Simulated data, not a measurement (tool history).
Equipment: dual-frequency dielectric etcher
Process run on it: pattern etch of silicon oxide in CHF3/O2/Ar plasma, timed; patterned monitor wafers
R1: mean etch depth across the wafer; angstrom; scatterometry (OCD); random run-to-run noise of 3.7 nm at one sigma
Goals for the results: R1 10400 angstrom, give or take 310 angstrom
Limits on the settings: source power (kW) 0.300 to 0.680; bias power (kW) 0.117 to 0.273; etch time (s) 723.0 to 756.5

run 1 hour=0.0 | source_power_(kW)=0.490 bias_power_(kW)=0.195 etch_time_(s)=723.0 | R1=12622
run 2 hour=4.2 | source_power_(kW)=0.450 bias_power_(kW)=0.185 etch_time_(s)=723.0 | R1=12137
run 3 hour=12.8 | source_power_(kW)=0.370 bias_power_(kW)=0.185 etch_time_(s)=723.0 | R1=11537
run 4 hour=16.1 | source_power_(kW)=0.370 bias_power_(kW)=0.185 etch_time_(s)=756.5 | R1=12061
run 5 hour=25.0 | source_power_(kW)=0.370 bias_power_(kW)=0.202 etch_time_(s)=756.5 | R1=12375
run 6 hour=27.8 | source_power_(kW)=0.350 bias_power_(kW)=0.189 etch_time_(s)=748.0 | R1=11867
run 7 hour=29.2 | source_power_(kW)=0.340 bias_power_(kW)=0.179 etch_time_(s)=741.5 | R1=11474
run 8 hour=31.7 | source_power_(kW)=0.340 bias_power_(kW)=0.179 etch_time_(s)=741.5 | R1=11541
run 9 hour=32.7 | source_power_(kW)=0.330 bias_power_(kW)=0.169 etch_time_(s)=737.0 | R1=11130
run 10 hour=41.6 | source_power_(kW)=0.320 bias_power_(kW)=0.164 etch_time_(s)=733.5 | R1=10900

Which single option among these 5 for the next run brings every result within its allowed miss of target? Just one does.
run A hour=50.5 | source_power_(kW)=0.320 bias_power_(kW)=0.162 etch_time_(s)=756.5 | R1=?
run B hour=50.5 | source_power_(kW)=0.320 bias_power_(kW)=0.196 etch_time_(s)=743.5 | R1=?
run C hour=50.5 | source_power_(kW)=0.350 bias_power_(kW)=0.156 etch_time_(s)=745.0 | R1=?
run D hour=50.5 | source_power_(kW)=0.300 bias_power_(kW)=0.194 etch_time_(s)=737.5 | R1=?
run E hour=50.5 | source_power_(kW)=0.300 bias_power_(kW)=0.160 etch_time_(s)=723.0 | R1=?

move=A R1=11325
move=B R1=11726
move=C R1=11293
move=D R1=11419
move=E R1=10621
A: lands further from the targets than the last run did
B: lands further from the targets than the last run did
C: lands further from the targets than the last run did
D: lands further from the targets than the last run did
E: hits every target within its allowed miss
Correct choice: E, which meets every target
